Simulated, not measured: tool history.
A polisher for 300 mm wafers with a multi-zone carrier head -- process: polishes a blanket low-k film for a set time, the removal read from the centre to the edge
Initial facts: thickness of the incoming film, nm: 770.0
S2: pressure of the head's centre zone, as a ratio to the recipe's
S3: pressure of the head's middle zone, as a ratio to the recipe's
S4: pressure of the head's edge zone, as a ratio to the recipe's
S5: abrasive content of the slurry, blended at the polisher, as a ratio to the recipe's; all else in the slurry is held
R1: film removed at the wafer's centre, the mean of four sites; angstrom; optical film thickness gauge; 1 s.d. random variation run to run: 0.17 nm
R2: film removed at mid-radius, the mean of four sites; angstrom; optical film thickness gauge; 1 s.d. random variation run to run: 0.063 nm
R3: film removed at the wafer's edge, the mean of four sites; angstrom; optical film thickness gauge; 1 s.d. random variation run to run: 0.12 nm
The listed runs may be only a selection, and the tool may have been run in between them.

Run 1, hour 0: flow of slurry (ml/min) 320, S2 1, S3 1, S4 1, S5 1, polishing time (s) 34. Result: R1 106.38 angstrom, R2 105.32 angstrom, R3 110.64 angstrom.
Run 2, hour 8: flow of slurry (ml/min) 315, S2 1.02, S3 0.98, S4 1, S5 1, polishing time (s) 34. Result: R1 110.21 angstrom, R2 105.42 angstrom, R3 110.75 angstrom.
Run 3, hour 9.7: flow of slurry (ml/min) 315, S2 1.02, S3 0.98, S4 1, S5 0.85, polishing time (s) 34. Result: R1 98.599 angstrom, R2 91.334 angstrom, R3 98.437 angstrom.
Run 4, hour 10.8: flow of slurry (ml/min) 315, S2 1.02, S3 0.98, S4 1, S5 0.85, polishing time (s) 30. Result: R1 85.935 angstrom, R2 81.351 angstrom, R3 85.133 angstrom.
Run 5, hour 16.4: flow of slurry (ml/min) 315, S2 1.02, S3 0.98, S4 0.93, S5 0.85, polishing time (s) 30. Result: R1 83.118 angstrom, R2 80.848 angstrom, R3 81.537 angstrom.
At hour 20.3: edge zone pressure recalibrated.
Run 6, hour 20.3: flow of slurry (ml/min) 315, S2 1.03, S3 0.98, S4 0.97, S5 0.85, polishing time (s) 30. Result: R1 87.545 angstrom, R2 80.921 angstrom, R3 80.195 angstrom.
Run 7, hour 27.8: flow of slurry (ml/min) 315, S2 1.03, S3 0.97, S4 1, S5 0.9, polishing time (s) 30. Result: R1 90.573 angstrom, R2 85.188 angstrom, R3 88.145 angstrom.

The next listed run, before its measurement:
Run 8, hour 29.8: flow of slurry (ml/min) 315, S2 1.04, S3 0.95, S4 1.03, S5 0.9, polishing time (s) 30. Result: R1 ?, R2 ?, R3 ?.

Logged for run 8: R1 92.048 angstrom, R2 82.877 angstrom, R3 89.637 angstrom.
